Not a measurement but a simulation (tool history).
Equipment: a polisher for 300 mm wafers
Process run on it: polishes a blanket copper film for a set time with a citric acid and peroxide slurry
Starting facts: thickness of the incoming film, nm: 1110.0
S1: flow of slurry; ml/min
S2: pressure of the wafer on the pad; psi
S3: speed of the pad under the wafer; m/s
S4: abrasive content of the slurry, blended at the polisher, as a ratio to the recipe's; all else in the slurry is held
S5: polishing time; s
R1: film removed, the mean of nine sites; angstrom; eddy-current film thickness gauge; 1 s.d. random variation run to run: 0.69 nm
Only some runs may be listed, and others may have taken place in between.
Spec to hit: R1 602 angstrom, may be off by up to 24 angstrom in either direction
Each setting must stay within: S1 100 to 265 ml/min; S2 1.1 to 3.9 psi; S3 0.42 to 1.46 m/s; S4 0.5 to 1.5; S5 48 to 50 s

| run | day | S1 | S2 | S3 | S4 | S5 | R1 |
|---|---|---|---|---|---|---|---|
| 1 | 0 | 170 | 2.5 | 0.94 | 1 | 48 | 1102.7 |
| 2 | 0.238 | 170 | 2.5 | 0.94 | 1 | 48 | 1123.5 |
| 3 | 0.354 | 170 | 1.9 | 0.94 | 1 | 48 | 844.26 |
| 4 | 0.542 | 170 | 1.8 | 0.94 | 1 | 48 | 826.72 |
| 5 | 0.704 | 170 | 1.7 | 0.94 | 1 | 48 | 772.43 |
| 6 | 0.883 | 170 | 1.7 | 0.76 | 1 | 48 | 686.44 |
| 7 | 1.238 | 160 | 1.3 | 0.76 | 1 | 48 | 533.36 |
| 8 | 1.525 | 165 | 1.3 | 0.76 | 1 | 48 | 536.66 |
| 9 | 1.583 | 170 | 1.3 | 0.76 | 1 | 48 | 535.31 |
| 10 | 1.896 | 170 | 1.4 | 0.76 | 1 | 48 | 570.17 |

Which of these 5 next moves meets every target?
| A | 2.208 | 175 | 1.3 | 0.72 | 1 | 48 | ? |
| B | 2.208 | 190 | 1.2 | 1 | 1.05 | 48 | ? |
| C | 2.208 | 165 | 1.6 | 0.68 | 0.7 | 50 | ? |
| D | 2.208 | 155 | 1.2 | 0.92 | 0.9 | 48 | ? |
| E | 2.208 | 170 | 1.2 | 0.64 | 1.15 | 50 | ? |

| move | R1 |
|---|---|
| A | 528.83 |
| B | 611.44 |
| C | 563.55 |
| D | 534.66 |
| E | 502.26 |
A: the biggest miss grows against the last run
B: in spec on every target
C: the biggest miss grows against the last run
D: the biggest miss grows against the last run
E: the biggest miss grows against the last run
Go with B: it meets all targets.

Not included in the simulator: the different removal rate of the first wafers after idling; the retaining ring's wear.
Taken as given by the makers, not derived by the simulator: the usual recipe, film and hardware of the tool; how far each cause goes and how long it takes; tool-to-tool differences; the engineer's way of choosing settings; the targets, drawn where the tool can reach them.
